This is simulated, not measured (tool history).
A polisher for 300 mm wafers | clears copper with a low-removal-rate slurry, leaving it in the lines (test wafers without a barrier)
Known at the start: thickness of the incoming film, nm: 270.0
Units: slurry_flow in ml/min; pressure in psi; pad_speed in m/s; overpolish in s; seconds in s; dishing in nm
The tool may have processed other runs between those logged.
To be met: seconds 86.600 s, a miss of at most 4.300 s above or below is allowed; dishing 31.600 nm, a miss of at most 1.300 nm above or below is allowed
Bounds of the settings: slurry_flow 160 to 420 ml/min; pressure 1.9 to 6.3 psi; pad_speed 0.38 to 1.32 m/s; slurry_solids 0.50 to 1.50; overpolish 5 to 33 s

run  hour  slurry_flow  pressure  pad_speed  slurry_solids  overpolish  seconds  dishing
  1   0.0          270       4.1       0.84           1.00          17   84.482   42.456
  2   8.4          270       4.5       0.84           1.00          17   77.631   46.200
  3  14.9          270       4.5       0.84           1.00          21   78.225   52.754
  4  23.6          270       4.5       1.02           1.00          21   66.878   60.547
  5  25.2          270       4.5       0.88           1.00          21   73.977   55.720
  6  27.1          270       4.5       0.88           1.00          27   75.173   67.136
  7  33.6          275       4.3       0.88           1.00          22   80.436   55.610
  8  40.9          260       4.3       0.86           1.00          19   80.102   49.267
  9  42.7          275       4.2       0.86           1.00          16   80.831   41.584
 10  50.3          285       4.1       0.86           1.00          15   84.009   38.523
 11  50.8          285       4.0       0.86           1.00          11   84.445   28.583
 12  58.4          275       4.0       0.86           1.00          11   86.844   29.514

Exercise: of the 5 proposed moves below, exactly one satisfies all targets within the stated allowed misses. Which move is it?
  A  66.0          300       5.9       0.56           1.10          12        ?        ?
  B  66.0          270       4.2       0.82           0.95          12        ?        ?
  C  66.0          330       4.0       0.92           0.90          10        ?        ?
  D  66.0          205       4.7       0.74           1.00          14        ?        ?
  E  66.0          280       4.9       0.74           1.15          12        ?        ?

move  seconds  dishing
   A   79.514   34.224
   B   87.275   31.235
   C   83.060   27.771
   D   86.651   36.010
   E   77.261   34.873
A: moves the result that the last run missed by most past its target, out the other side
B: each result inside its tolerance
C: lands further from the targets than the last run did
D: moves the result that the last run missed by most past its target, out the other side
E: moves the result that the last run missed by most past its target, out the other side
The move that meets every target is B.

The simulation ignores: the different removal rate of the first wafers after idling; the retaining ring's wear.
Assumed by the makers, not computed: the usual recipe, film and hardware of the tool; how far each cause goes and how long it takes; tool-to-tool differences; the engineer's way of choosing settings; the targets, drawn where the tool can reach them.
